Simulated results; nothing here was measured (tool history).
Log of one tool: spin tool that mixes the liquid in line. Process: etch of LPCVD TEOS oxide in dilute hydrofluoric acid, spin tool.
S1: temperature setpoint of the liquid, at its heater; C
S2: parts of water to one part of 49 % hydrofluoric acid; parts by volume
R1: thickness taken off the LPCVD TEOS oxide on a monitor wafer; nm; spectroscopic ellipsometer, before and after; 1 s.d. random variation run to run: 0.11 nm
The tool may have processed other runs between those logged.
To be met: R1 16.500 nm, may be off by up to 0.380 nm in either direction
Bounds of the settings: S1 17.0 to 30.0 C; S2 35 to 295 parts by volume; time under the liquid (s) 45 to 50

{"run": 1, "day": 0.0, "S1": 22.0, "S2": 165, "time under the liquid (s)": 45, "R1": 10.711}
{"run": 2, "day": 0.129, "S1": 24.0, "S2": 160, "time under the liquid (s)": 45, "R1": 11.813}
{"run": 3, "day": 0.271, "S1": 25.5, "S2": 155, "time under the liquid (s)": 45, "R1": 13.009}
{"run": 4, "day": 0.488, "S1": 26.5, "S2": 150, "time under the liquid (s)": 45, "R1": 14.037}
{"run": 5, "day": 0.542, "S1": 27.5, "S2": 150, "time under the liquid (s)": 45, "R1": 14.559}
{"day": 0.738, "done": "hydrofluoric acid flow meter replaced"}
{"run": 6, "day": 0.738, "S1": 27.5, "S2": 150, "time under the liquid (s)": 50, "R1": 14.506}
{"run": 7, "day": 0.808, "S1": 28.0, "S2": 145, "time under the liquid (s)": 50, "R1": 15.397}
{"run": 8, "day": 1.162, "S1": 28.5, "S2": 145, "time under the liquid (s)": 50, "R1": 15.757}
{"run": 9, "day": 1.529, "S1": 29.0, "S2": 145, "time under the liquid (s)": 50, "R1": 16.059}

Of the 5 settings listed for the next run, only one would bring every result within its allowed miss of target. Which one?
{"run": "A", "day": 1.896, "S1": 25.0, "S2": 125, "time under the liquid (s)": 50, "R1": "?"}
{"run": "B", "day": 1.896, "S1": 27.5, "S2": 140, "time under the liquid (s)": 50, "R1": "?"}
{"run": "C", "day": 1.896, "S1": 24.0, "S2": 125, "time under the liquid (s)": 50, "R1": "?"}
{"run": "D", "day": 1.896, "S1": 30.0, "S2": 140, "time under the liquid (s)": 50, "R1": "?"}
{"run": "E", "day": 1.896, "S1": 30.0, "S2": 140, "time under the liquid (s)": 45, "R1": "?"}

move=A R1=16.351
move=B R1=15.754
move=C R1=15.730
move=D R1=17.268
move=E R1=15.541
A: each result inside its tolerance
B: moves away from the targets compared with the last run
C: moves away from the targets compared with the last run
D: the result that was furthest off in the last run now lies on the other side of its target
E: moves away from the targets compared with the last run
Answer: A
